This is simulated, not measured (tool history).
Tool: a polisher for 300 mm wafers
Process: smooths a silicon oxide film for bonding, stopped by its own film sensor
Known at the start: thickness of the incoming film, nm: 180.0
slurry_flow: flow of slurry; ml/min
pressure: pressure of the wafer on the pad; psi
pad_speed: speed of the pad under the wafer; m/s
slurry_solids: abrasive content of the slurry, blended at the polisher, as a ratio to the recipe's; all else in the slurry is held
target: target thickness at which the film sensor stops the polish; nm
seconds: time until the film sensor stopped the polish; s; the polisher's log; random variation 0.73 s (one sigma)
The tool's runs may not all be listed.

run,hour,slurry_flow,pressure,pad_speed,slurry_solids,target,seconds
1,0,255,1.9,1.16,1,123,77.251
2,7.3,255,1.9,1.16,1,123,76.863
3,9.2,255,1.9,1.42,1,123,64.634
4,11,255,2.3,1.42,1,123,55.669
5,14.8,255,2.6,1.42,1,123,50.411
6,19.5,255,2.7,1.46,1,123,46.885
7,22.4,255,2.7,1.48,1,123,47.181
8,24.7,255,2.7,1.5,1,123,46.457

Forecast run 9:
9,27.5,255,2.7,1.52,1,123,?

seconds: 47.36 s
